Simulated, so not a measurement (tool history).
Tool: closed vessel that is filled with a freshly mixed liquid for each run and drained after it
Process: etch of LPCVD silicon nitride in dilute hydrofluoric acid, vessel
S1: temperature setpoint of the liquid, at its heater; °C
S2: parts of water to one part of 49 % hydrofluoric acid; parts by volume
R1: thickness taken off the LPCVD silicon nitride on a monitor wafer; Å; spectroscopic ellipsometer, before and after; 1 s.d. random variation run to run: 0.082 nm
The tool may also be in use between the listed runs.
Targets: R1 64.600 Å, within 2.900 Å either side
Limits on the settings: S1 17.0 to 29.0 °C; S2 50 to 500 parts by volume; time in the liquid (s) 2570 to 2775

Run 1, hour 0.0: S1 21.0 °C, S2 275 parts by volume, time in the liquid (s) 2570. Result: R1 36.548 Å.
Run 2, hour 5.8: S1 21.0 °C, S2 275 parts by volume, time in the liquid (s) 2775. Result: R1 40.368 Å.
Run 3, hour 13.5: S1 23.0 °C, S2 270 parts by volume, time in the liquid (s) 2775. Result: R1 46.072 Å.
Run 4, hour 22.5: S1 23.0 °C, S2 270 parts by volume, time in the liquid (s) 2570. Result: R1 42.926 Å.
Run 5, hour 24.0: S1 20.5 °C, S2 270 parts by volume, time in the liquid (s) 2570. Result: R1 35.701 Å.
Run 6, hour 31.4: S1 22.5 °C, S2 265 parts by volume, time in the liquid (s) 2570. Result: R1 42.127 Å.
Run 7, hour 37.2: S1 24.0 °C, S2 265 parts by volume, time in the liquid (s) 2570. Result: R1 45.877 Å.
Run 8, hour 41.5: S1 25.0 °C, S2 260 parts by volume, time in the liquid (s) 2570. Result: R1 50.427 Å.
Run 9, hour 44.3: S1 26.0 °C, S2 260 parts by volume, time in the liquid (s) 2570. Result: R1 53.533 Å.
Run 10, hour 49.0: S1 26.5 °C, S2 260 parts by volume, time in the liquid (s) 2570. Result: R1 55.381 Å.

Which of these 4 next moves meets every target?
Run A, hour 53.7: S1 24.5 °C, S2 215 parts by volume, time in the liquid (s) 2775. Result: R1 ?.
Run B, hour 53.7: S1 25.5 °C, S2 295 parts by volume, time in the liquid (s) 2570. Result: R1 ?.
Run C, hour 53.7: S1 24.0 °C, S2 175 parts by volume, time in the liquid (s) 2735. Result: R1 ?.
Run D, hour 53.7: S1 27.5 °C, S2 225 parts by volume, time in the liquid (s) 2775. Result: R1 ?.

move      R1
   A  63.138
   B  45.372
   C  73.939
   D  72.574
A: all results land within tolerance of their targets
B: further off than the last run
C: takes the biggest miss from the last run beyond its target
D: takes the biggest miss from the last run beyond its target
Answer: A
